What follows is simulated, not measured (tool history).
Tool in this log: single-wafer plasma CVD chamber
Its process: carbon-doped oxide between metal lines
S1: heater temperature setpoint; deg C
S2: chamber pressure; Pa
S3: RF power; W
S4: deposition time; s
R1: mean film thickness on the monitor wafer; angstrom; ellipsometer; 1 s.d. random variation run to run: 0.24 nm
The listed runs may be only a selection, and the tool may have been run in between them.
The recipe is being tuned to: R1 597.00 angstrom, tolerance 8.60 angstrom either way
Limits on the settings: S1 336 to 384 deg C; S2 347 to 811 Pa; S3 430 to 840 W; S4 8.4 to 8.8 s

Run 1, day 0.000: S1 360 deg C, S2 579 Pa, S3 635 W, S4 8.8 s. Result: R1 526.49 angstrom.
Run 2, day 0.079: S1 360 deg C, S2 579 Pa, S3 635 W, S4 8.8 s. Result: R1 527.03 angstrom.
Run 3, day 0.450: S1 360 deg C, S2 524 Pa, S3 635 W, S4 8.8 s. Result: R1 521.45 angstrom.
Run 4, day 0.575: S1 365 deg C, S2 524 Pa, S3 635 W, S4 8.8 s. Result: R1 515.20 angstrom.
Run 5, day 0.646: S1 365 deg C, S2 524 Pa, S3 715 W, S4 8.8 s. Result: R1 550.88 angstrom.
Run 6, day 0.750: S1 362 deg C, S2 548 Pa, S3 720 W, S4 8.8 s. Result: R1 558.78 angstrom.
Run 7, day 0.867: S1 359 deg C, S2 569 Pa, S3 725 W, S4 8.8 s. Result: R1 569.00 angstrom.
Run 8, day 0.912: S1 347 deg C, S2 641 Pa, S3 735 W, S4 8.8 s. Result: R1 607.24 angstrom.

Below are 4 possible settings for the next run. Only one of them brings all results inside the allowed miss of their targets. Which is it?
Run A, day 0.958: S1 350 deg C, S2 651 Pa, S3 785 W, S4 8.7 s. Result: R1 ?.
Run B, day 0.958: S1 336 deg C, S2 811 Pa, S3 690 W, S4 8.7 s. Result: R1 ?.
Run C, day 0.958: S1 350 deg C, S2 632 Pa, S3 770 W, S4 8.8 s. Result: R1 ?.
Run D, day 0.958: S1 351 deg C, S2 584 Pa, S3 780 W, S4 8.6 s. Result: R1 ?.

move      R1
   A  619.91
   B  619.52
   C  617.10
   D  599.38
A: its largest miss is bigger than the last run's
B: its largest miss is bigger than the last run's
C: its largest miss is bigger than the last run's
D: in spec on every target
Go with D: it meets all targets.
